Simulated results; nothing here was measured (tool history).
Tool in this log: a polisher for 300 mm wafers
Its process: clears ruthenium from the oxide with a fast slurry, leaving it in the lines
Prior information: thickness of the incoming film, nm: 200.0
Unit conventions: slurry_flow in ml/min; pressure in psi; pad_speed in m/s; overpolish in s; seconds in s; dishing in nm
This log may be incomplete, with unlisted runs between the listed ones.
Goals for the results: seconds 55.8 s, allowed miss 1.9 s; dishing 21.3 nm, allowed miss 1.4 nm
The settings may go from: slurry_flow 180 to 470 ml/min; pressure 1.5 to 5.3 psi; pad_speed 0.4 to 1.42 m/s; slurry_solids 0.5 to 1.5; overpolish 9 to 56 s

run,hour,slurry_flow,pressure,pad_speed,slurry_solids,overpolish,seconds,dishing
1,0,300,3.4,0.9,1,29,44.05,25.698
2,3.9,300,3.4,0.9,1,39,43.054,27.616
3,9.2,300,4.2,0.9,1,39,35.517,26.277
4,16.4,300,4.1,0.86,1,33,37.906,26.918
5,19,300,4.1,0.86,1.2,33,34.782,27.098
6,20.7,300,4.1,0.86,1.05,33,36.454,26.243
7,21.9,305,4,0.84,0.95,28,40.891,25.709
8,26.6,310,3.9,0.84,0.85,24,44.74,26.398
9,28,225,2.9,0.76,1.1,35,59.17,26.519
10,33.4,215,3,0.76,1.05,30,58.432,26.217
11,42.2,230,3,0.76,1.05,26,58.071,25.788
12,43.1,230,3,0.76,1.05,23,57.842,25.118
13,49.5,230,3,0.76,1.05,20,57.171,24.836
14,52.3,230,3,0.76,1.05,20,57.38,24.596
15,58.9,230,3.1,0.76,1.05,9,55.472,17.92
16,64.3,230,3.1,0.76,1.05,10,56.614,18.755
17,68.7,230,3.1,0.76,1.05,11,55.526,18.832

Exactly one of the 4 candidate moves below puts every result within its allowed miss. Which one?
A,73.1,195,2.9,0.92,0.9,9,?,?
B,73.1,255,3.5,0.68,1.05,9,?,?
C,73.1,230,4,0.62,0.95,14,?,?
D,73.1,200,3,0.78,1.05,9,?,?

move,seconds,dishing
A,53.996,17.743
B,54.636,17.629
C,55.782,21.483
D,56.503,17.303
A: its largest miss is bigger than the last run's
B: its largest miss is bigger than the last run's
C: hits every target within its allowed miss
D: its largest miss is bigger than the last run's
Correct choice: C, which meets every target
